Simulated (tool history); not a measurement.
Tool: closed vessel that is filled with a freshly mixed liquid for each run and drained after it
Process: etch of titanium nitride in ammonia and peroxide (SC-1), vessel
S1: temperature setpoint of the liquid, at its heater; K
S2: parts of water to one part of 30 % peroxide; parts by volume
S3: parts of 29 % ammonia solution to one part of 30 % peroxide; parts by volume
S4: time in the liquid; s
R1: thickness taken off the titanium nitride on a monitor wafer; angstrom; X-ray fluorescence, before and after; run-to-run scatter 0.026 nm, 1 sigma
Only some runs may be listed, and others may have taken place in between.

{"run": 1, "hour": 0.0, "S1": 331.15, "S2": 29.5, "S3": 0.5, "S4": 105, "R1": 113.43}
{"run": 2, "hour": 8.9, "S1": 331.15, "S2": 19.5, "S3": 0.5, "S4": 105, "R1": 143.64}
{"run": 3, "hour": 12.8, "S1": 330.15, "S2": 19.5, "S3": 0.5, "S4": 105, "R1": 133.44}
{"run": 4, "hour": 18.0, "S1": 330.15, "S2": 19.5, "S3": 0.6, "S4": 105, "R1": 138.57}
{"hour": 26.6, "done": "new drum of ammonia solution connected"}
{"run": 5, "hour": 26.6, "S1": 329.15, "S2": 19.5, "S3": 0.6, "S4": 105, "R1": 132.49}
{"run": 6, "hour": 29.0, "S1": 329.15, "S2": 19.5, "S3": 0.45, "S4": 105, "R1": 125.49}
{"run": 7, "hour": 37.4, "S1": 329.15, "S2": 19.5, "S3": 0.45, "S4": 105, "R1": 125.57}
{"run": 8, "hour": 45.5, "S1": 329.15, "S2": 19.5, "S3": 0.45, "S4": 105, "R1": 126.06}

Run 9 comes next. What will it give?
{"run": 9, "hour": 48.6, "S1": 328.15, "S2": 19.5, "S3": 0.45, "S4": 105, "R1": "?"}

Logged for run 9: R1 117.9 angstrom.

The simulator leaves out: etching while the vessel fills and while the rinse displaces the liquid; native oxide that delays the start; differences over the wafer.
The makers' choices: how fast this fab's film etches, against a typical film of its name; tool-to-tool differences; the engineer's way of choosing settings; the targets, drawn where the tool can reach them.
